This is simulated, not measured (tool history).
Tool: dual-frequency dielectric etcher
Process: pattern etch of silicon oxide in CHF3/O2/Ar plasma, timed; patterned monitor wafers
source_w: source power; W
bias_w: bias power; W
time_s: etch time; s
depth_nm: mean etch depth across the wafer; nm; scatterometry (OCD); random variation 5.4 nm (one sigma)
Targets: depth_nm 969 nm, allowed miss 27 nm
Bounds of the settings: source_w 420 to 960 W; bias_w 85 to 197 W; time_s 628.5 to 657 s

{"run": 1, "hour": 0.0, "source_w": 690, "bias_w": 141, "time_s": 628.5, "depth_nm": 1164.4}
{"run": 2, "hour": 5.3, "source_w": 690, "bias_w": 123, "time_s": 628.5, "depth_nm": 1135.2}
{"run": 3, "hour": 10.5, "source_w": 690, "bias_w": 123, "time_s": 657, "depth_nm": 1176.5}
{"run": 4, "hour": 12.9, "source_w": 690, "bias_w": 123, "time_s": 628.5, "depth_nm": 1124.7}
{"run": 5, "hour": 21.0, "source_w": 660, "bias_w": 120, "time_s": 628.5, "depth_nm": 1110.7}
{"run": 6, "hour": 27.9, "source_w": 720, "bias_w": 120, "time_s": 628.5, "depth_nm": 1135.8}
{"run": 7, "hour": 34.4, "source_w": 720, "bias_w": 120, "time_s": 628.5, "depth_nm": 1144.5}
{"run": 8, "hour": 40.2, "source_w": 690, "bias_w": 117, "time_s": 628.5, "depth_nm": 1116.5}
{"run": 9, "hour": 48.3, "source_w": 660, "bias_w": 114, "time_s": 628.5, "depth_nm": 1093.3}
{"run": 10, "hour": 52.5, "source_w": 630, "bias_w": 111, "time_s": 628.5, "depth_nm": 1059.6}
{"run": 11, "hour": 53.2, "source_w": 610, "bias_w": 110, "time_s": 628.5, "depth_nm": 1044.9}
{"run": 12, "hour": 57.2, "source_w": 600, "bias_w": 109, "time_s": 628.5, "depth_nm": 1042.8}
{"run": 13, "hour": 64.2, "source_w": 590, "bias_w": 108, "time_s": 628.5, "depth_nm": 1021.1}

Which of these 5 next moves meets every target?
{"run": "A", "hour": 71.2, "source_w": 630, "bias_w": 91, "time_s": 632.5, "depth_nm": "?"}
{"run": "B", "hour": 71.2, "source_w": 510, "bias_w": 106, "time_s": 638.5, "depth_nm": "?"}
{"run": "C", "hour": 71.2, "source_w": 620, "bias_w": 106, "time_s": 644.5, "depth_nm": "?"}
{"run": "D", "hour": 71.2, "source_w": 640, "bias_w": 117, "time_s": 628.5, "depth_nm": "?"}
{"run": "E", "hour": 71.2, "source_w": 560, "bias_w": 113, "time_s": 642, "depth_nm": "?"}

move=A depth_nm=1029.6
move=B depth_nm=974.29
move=C depth_nm=1073.7
move=D depth_nm=1084.2
move=E depth_nm=1035.9
A: further off than the last run
B: meets every target
C: further off than the last run
D: further off than the last run
E: further off than the last run
The right move is B.
